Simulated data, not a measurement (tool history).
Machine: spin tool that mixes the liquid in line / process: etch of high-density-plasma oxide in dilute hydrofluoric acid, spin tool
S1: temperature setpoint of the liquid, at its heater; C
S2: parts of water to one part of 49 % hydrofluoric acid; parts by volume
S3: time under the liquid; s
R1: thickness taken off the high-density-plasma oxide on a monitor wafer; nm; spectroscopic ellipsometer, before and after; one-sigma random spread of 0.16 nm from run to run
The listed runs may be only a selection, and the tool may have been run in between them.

run	hour	S1	S2	S3	R1
1	0	25	75	90	9.5032
2	2.2	21.5	75	90	8.2473
3	4.9	21.5	100	90	5.9831
4	8.8	21.5	100	90	6.0393
5	16.8	23	95	90	6.7192
6	20	23	95	100	7.5401

Run 7 has not been measured yet. What should we expect?
7	21.4	24	90	100	?

R1: 8.21 nm
